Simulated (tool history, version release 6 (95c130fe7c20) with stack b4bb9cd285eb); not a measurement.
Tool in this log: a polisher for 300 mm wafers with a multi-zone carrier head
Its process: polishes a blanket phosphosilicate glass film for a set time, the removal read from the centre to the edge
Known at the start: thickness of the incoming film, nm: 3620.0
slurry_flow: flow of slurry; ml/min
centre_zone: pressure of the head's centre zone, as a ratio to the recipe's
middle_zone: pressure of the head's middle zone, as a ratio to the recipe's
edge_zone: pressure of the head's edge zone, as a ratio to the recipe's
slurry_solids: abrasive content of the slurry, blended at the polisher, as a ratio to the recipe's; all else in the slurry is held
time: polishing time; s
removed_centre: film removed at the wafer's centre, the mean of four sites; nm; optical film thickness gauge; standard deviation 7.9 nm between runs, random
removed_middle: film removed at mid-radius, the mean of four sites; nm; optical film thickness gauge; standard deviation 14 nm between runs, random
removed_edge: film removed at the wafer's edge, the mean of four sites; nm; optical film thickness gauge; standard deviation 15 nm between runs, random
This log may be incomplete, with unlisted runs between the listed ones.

run,hour,slurry_flow,centre_zone,middle_zone,edge_zone,slurry_solids,time,removed_centre,removed_middle,removed_edge
1,0.0,220,1.00,1.00,1.00,1.0,76,851.06,870.91,842.5
2,6.9,220,1.00,1.00,1.00,1.0,95,1054.70,1104.90,1053.4
3,10.0,220,1.00,1.07,1.00,1.0,95,1052.80,1123.00,1050.1
4,11.1,220,1.00,0.99,1.00,1.0,95,1058.10,1083.30,1047.0
5,13.2,220,0.93,0.99,1.00,1.0,95,1019.40,1097.30,1044.5
6,16.5,225,0.95,0.98,1.01,1.0,95,1032.90,1046.90,1056.4
7,23.7,230,0.96,0.98,1.01,1.0,95,1046.80,1071.10,1061.0
8,28.6,285,1.06,0.89,1.07,1.0,95,1130.10,1018.90,1121.5

Expected results for the next run?
9,34.4,285,1.07,0.89,1.07,1.0,95,?,?,?

removed_centre: 1130.40 nm
removed_middle: 1027.10 nm
removed_edge: 1105.9 nm
